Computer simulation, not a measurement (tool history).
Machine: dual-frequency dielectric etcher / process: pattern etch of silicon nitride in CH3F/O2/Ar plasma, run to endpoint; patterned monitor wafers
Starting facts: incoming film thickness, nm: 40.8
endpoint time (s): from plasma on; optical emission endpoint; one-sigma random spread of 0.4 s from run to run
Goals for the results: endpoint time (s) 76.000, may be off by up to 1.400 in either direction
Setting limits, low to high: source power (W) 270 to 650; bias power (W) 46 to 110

| run | hour | source power (W) | bias power (W) | endpoint time (s) |
|---|---|---|---|---|
| 1 | 0.0 | 460 | 78 | 54.450 |
| 2 | 8.6 | 460 | 72 | 56.033 |
| 3 | 13.1 | 430 | 68 | 59.102 |
| 4 | 20.0 | 410 | 65 | 61.927 |
| 5 | 27.7 | 350 | 65 | 69.259 |
| 6 | 28.9 | 340 | 65 | 70.380 |
| 7 | 29.7 | 270 | 60 | 88.363 |
| 8 | 37.2 | 280 | 60 | 86.652 |
| 9 | 38.0 | 290 | 60 | 83.483 |
| 10 | 38.8 | 300 | 60 | 79.694 |
| 11 | 44.6 | 310 | 60 | 78.486 |

Which one of the following 4 next-run settings gets every result inside its allowed miss? There is exactly one.
| A | 50.4 | 370 | 50 | ? |
| B | 50.4 | 290 | 62 | ? |
| C | 50.4 | 330 | 57 | ? |
| D | 50.4 | 350 | 57 | ? |

| move | endpoint time (s) |
|---|---|
| A | 72.018 |
| B | 82.359 |
| C | 75.630 |
| D | 72.259 |
A: takes the biggest miss from the last run beyond its target
B: the biggest miss grows against the last run
C: all results in spec
D: takes the biggest miss from the last run beyond its target
So the answer is move C, the one that meets all the targets.
